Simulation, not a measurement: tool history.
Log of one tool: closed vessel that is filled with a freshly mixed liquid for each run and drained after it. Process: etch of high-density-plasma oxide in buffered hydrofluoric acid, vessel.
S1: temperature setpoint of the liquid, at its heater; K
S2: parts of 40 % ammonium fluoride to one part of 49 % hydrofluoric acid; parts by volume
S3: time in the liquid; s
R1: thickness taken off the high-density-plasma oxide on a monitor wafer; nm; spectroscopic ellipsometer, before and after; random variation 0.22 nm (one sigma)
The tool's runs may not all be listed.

run 1 hour=0 | S1=294.15 S2=20.5 S3=100 | R1=45.298
run 2 hour=0.5 | S1=293.15 S2=20.5 S3=100 | R1=43.105
run 3 hour=7.7 | S1=292.65 S2=20.5 S3=100 | R1=41.176
run 4 hour=13.5 | S1=292.65 S2=20.5 S3=105 | R1=43.605
run 5 hour=15.9 | S1=292.65 S2=17 S3=105 | R1=52.025
run 6 hour=24.2 | S1=290.15 S2=17 S3=105 | R1=45.062
run 7 hour=25.1 | S1=290.15 S2=18 S3=105 | R1=42.479

Forecast run 8:
run 8 hour=27.8 | S1=290.15 S2=18.5 S3=105 | R1=?

Run 8 gave R1 41.74 nm.
